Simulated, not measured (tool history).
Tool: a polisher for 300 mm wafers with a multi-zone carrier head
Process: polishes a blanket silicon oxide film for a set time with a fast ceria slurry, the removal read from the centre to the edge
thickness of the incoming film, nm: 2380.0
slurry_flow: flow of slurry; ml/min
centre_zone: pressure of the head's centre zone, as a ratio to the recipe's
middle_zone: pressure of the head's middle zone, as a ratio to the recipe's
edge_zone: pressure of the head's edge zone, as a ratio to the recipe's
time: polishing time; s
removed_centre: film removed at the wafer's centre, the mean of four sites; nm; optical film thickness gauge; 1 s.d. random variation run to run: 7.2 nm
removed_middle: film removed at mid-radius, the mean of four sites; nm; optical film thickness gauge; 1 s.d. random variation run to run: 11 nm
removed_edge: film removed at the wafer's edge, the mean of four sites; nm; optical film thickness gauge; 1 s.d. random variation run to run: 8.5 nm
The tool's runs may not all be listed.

Run 1, hour 0.0: slurry_flow 195 ml/min, centre_zone 1.00, middle_zone 1.00, edge_zone 1.00, time 49 s. Result: removed_centre 820.10 nm, removed_middle 915.98 nm, removed_edge 912.65 nm.
Run 2, hour 4.0: slurry_flow 195 ml/min, centre_zone 1.00, middle_zone 1.06, edge_zone 1.00, time 49 s. Result: removed_centre 837.34 nm, removed_middle 951.55 nm, removed_edge 887.32 nm.
Run 3, hour 5.2: slurry_flow 185 ml/min, centre_zone 1.00, middle_zone 1.02, edge_zone 0.99, time 47 s. Result: removed_centre 785.83 nm, removed_middle 889.56 nm, removed_edge 859.47 nm.
Run 4, hour 6.5: slurry_flow 185 ml/min, centre_zone 0.97, middle_zone 1.02, edge_zone 0.99, time 47 s. Result: removed_centre 772.26 nm, removed_middle 886.55 nm, removed_edge 852.67 nm.
At hour 14.0: centre zone pressure recalibrated.
Run 5, hour 14.0: slurry_flow 165 ml/min, centre_zone 0.97, middle_zone 1.02, edge_zone 0.99, time 47 s. Result: removed_centre 833.47 nm, removed_middle 879.25 nm, removed_edge 857.14 nm.
Run 6, hour 21.5: slurry_flow 165 ml/min, centre_zone 0.97, middle_zone 1.02, edge_zone 0.94, time 47 s. Result: removed_centre 821.53 nm, removed_middle 852.08 nm, removed_edge 825.86 nm.

Run 7 has not been measured yet. What should we expect?
Run 7, hour 25.3: slurry_flow 175 ml/min, centre_zone 0.95, middle_zone 0.99, edge_zone 0.93, time 46 s. Result: removed_centre ?, removed_middle ?, removed_edge ?.

Run 7 yielded removed_centre 791.28 nm, removed_middle 845.94 nm, removed_edge 804.82 nm.
